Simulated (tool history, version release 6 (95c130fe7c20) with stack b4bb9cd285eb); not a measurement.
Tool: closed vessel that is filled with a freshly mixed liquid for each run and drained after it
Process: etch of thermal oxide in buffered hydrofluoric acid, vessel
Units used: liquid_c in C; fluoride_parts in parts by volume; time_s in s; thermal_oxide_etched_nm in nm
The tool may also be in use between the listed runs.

Run 1, hour 0.0: liquid_c 20.0 C, fluoride_parts 15.0 parts by volume, time_s 30 s. Result: thermal_oxide_etched_nm 17.668 nm.
Run 2, hour 2.1: liquid_c 21.5 C, fluoride_parts 13.5 parts by volume, time_s 30 s. Result: thermal_oxide_etched_nm 21.302 nm.
Run 3, hour 9.2: liquid_c 23.0 C, fluoride_parts 12.0 parts by volume, time_s 30 s. Result: thermal_oxide_etched_nm 25.986 nm.
Run 4, hour 12.0: liquid_c 24.5 C, fluoride_parts 12.0 parts by volume, time_s 30 s. Result: thermal_oxide_etched_nm 28.143 nm.
Run 5, hour 18.5: liquid_c 25.0 C, fluoride_parts 11.0 parts by volume, time_s 30 s. Result: thermal_oxide_etched_nm 31.434 nm.
Run 6, hour 24.8: liquid_c 25.5 C, fluoride_parts 10.5 parts by volume, time_s 30 s. Result: thermal_oxide_etched_nm 33.691 nm.
Run 7, hour 32.8: liquid_c 26.0 C, fluoride_parts 10.0 parts by volume, time_s 30 s. Result: thermal_oxide_etched_nm 36.382 nm.
Run 8, hour 34.8: liquid_c 26.0 C, fluoride_parts 10.0 parts by volume, time_s 30 s. Result: thermal_oxide_etched_nm 36.367 nm.

What does the tool deliver on the next run?
Run 9, hour 43.6: liquid_c 28.0 C, fluoride_parts 7.5 parts by volume, time_s 30 s. Result: thermal_oxide_etched_nm ?.

{"run 9": {"thermal_oxide_etched_nm": 53.19}}
